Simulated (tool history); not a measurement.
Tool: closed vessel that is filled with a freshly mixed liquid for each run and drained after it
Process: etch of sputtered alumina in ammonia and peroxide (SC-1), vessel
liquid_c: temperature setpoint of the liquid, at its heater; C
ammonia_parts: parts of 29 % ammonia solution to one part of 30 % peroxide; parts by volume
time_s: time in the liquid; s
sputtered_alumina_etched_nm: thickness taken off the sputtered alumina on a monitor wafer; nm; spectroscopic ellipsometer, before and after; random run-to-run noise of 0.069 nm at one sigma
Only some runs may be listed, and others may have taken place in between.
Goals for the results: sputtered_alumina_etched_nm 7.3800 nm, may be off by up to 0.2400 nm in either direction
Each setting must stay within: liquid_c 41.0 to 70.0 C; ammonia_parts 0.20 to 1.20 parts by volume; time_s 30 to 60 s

run 1 hour=0.0 | liquid_c=57.0 ammonia_parts=0.75 time_s=60 | sputtered_alumina_etched_nm=4.1670
run 2 hour=6.3 | liquid_c=59.5 ammonia_parts=0.75 time_s=60 | sputtered_alumina_etched_nm=4.7026
run 3 hour=9.7 | liquid_c=55.0 ammonia_parts=0.75 time_s=60 | sputtered_alumina_etched_nm=3.7309
run 4 hour=13.3 | liquid_c=61.0 ammonia_parts=0.75 time_s=60 | sputtered_alumina_etched_nm=5.0185
run 5 hour=20.5 | liquid_c=61.0 ammonia_parts=1.00 time_s=60 | sputtered_alumina_etched_nm=5.1599
run 6 hour=21.8 | liquid_c=61.0 ammonia_parts=1.00 time_s=60 | sputtered_alumina_etched_nm=5.0865
run 7 hour=26.4 | liquid_c=61.0 ammonia_parts=1.00 time_s=60 | sputtered_alumina_etched_nm=5.1579
run 8 hour=34.7 | liquid_c=62.5 ammonia_parts=1.00 time_s=60 | sputtered_alumina_etched_nm=5.4752
run 9 hour=42.0 | liquid_c=70.0 ammonia_parts=1.05 time_s=60 | sputtered_alumina_etched_nm=8.1468
run 10 hour=45.5 | liquid_c=69.5 ammonia_parts=1.05 time_s=60 | sputtered_alumina_etched_nm=7.8768
run 11 hour=51.1 | liquid_c=69.0 ammonia_parts=1.05 time_s=60 | sputtered_alumina_etched_nm=7.7160

Which single option among these 4 for the next run brings every result within its allowed miss of target? Just one does.
run A hour=56.7 | liquid_c=70.0 ammonia_parts=1.00 time_s=60 | sputtered_alumina_etched_nm=?
run B hour=56.7 | liquid_c=70.0 ammonia_parts=0.65 time_s=60 | sputtered_alumina_etched_nm=?
run C hour=56.7 | liquid_c=67.5 ammonia_parts=1.15 time_s=60 | sputtered_alumina_etched_nm=?
run D hour=56.7 | liquid_c=70.0 ammonia_parts=1.20 time_s=60 | sputtered_alumina_etched_nm=?

move=A sputtered_alumina_etched_nm=8.1073
move=B sputtered_alumina_etched_nm=7.7854
move=C sputtered_alumina_etched_nm=7.2792
move=D sputtered_alumina_etched_nm=8.2477
A: misses by more than the last run did
B: misses by more than the last run did
C: all results land within tolerance of their targets
D: misses by more than the last run did
Go with C: it meets all targets.

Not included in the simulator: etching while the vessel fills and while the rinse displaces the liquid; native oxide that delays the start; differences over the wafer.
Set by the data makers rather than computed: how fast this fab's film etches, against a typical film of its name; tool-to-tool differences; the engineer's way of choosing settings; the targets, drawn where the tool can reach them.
